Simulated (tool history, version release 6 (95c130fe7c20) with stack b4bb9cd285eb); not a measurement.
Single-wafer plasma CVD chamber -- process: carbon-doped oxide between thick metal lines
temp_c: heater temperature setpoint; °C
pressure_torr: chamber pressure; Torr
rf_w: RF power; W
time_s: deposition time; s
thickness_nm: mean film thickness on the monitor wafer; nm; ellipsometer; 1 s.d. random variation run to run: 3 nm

| run | hour | temp_c | pressure_torr | rf_w | time_s | thickness_nm |
|---|---|---|---|---|---|---|
| 1 | 0.0 | 350 | 6.22 | 495 | 163 | 893.34 |
| 2 | 8.6 | 350 | 6.22 | 450 | 163 | 844.36 |
| 3 | 11.6 | 351 | 6.17 | 450 | 163 | 837.40 |
| 4 | 19.8 | 351 | 6.15 | 450 | 163 | 842.82 |
| 5 | 23.1 | 352 | 6.10 | 450 | 163 | 834.27 |
| 6 | 27.8 | 352 | 6.09 | 450 | 163 | 837.39 |

The next listed run, before its measurement:
| 7 | 35.5 | 352 | 6.06 | 450 | 163 | ? |

{"run 7": {"thickness_nm": 836.68}}
